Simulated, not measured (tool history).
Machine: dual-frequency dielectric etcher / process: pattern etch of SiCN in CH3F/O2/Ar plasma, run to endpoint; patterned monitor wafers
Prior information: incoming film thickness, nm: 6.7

run,day,source power (kW),bias power (kW),endpoint time (s)
1,0,0.55,0.074,16.055
2,0.233,0.62,0.074,15.387
3,0.533,0.62,0.067,16.06
4,0.596,0.64,0.069,15.767
5,0.925,0.69,0.069,15.134
6,1.121,0.7,0.07,14.884
7,1.179,0.71,0.071,15.062
8,1.55,0.72,0.073,14.762

Run 9 has not been measured yet. What should we expect?
9,1.908,0.73,0.074,?

Run 9 gave endpoint time (s) 14.46.

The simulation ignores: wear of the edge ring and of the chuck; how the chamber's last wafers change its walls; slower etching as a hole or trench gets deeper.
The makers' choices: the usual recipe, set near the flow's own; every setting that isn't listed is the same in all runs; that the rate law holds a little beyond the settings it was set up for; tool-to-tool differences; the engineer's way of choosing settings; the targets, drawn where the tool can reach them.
